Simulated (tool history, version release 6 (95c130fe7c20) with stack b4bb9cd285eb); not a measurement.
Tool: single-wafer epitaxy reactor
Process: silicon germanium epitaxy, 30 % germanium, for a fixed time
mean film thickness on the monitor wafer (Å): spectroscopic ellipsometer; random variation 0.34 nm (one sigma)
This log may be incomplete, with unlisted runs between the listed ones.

| run | hour | wafer temperature setpoint (pyrometer-controlled) (°C) | chamber pressure (Torr) | mean film thickness on the monitor wafer (Å) |
|---|---|---|---|---|
| 1 | 0.0 | 585 | 18.9 | 395.77 |
| 2 | 7.8 | 592 | 18.9 | 462.02 |
| 3 | 10.0 | 594 | 18.9 | 481.95 |
| 4 | 11.6 | 596 | 18.9 | 499.58 |
| 5 | 14.3 | 596 | 20.7 | 521.47 |
| 6 | 20.3 | 601 | 20.7 | 576.12 |

What will run 7 give?
| 7 | 21.4 | 602 | 20.7 | ? |

{"run 7": {"mean film thickness on the monitor wafer (Å)": 592.25}}
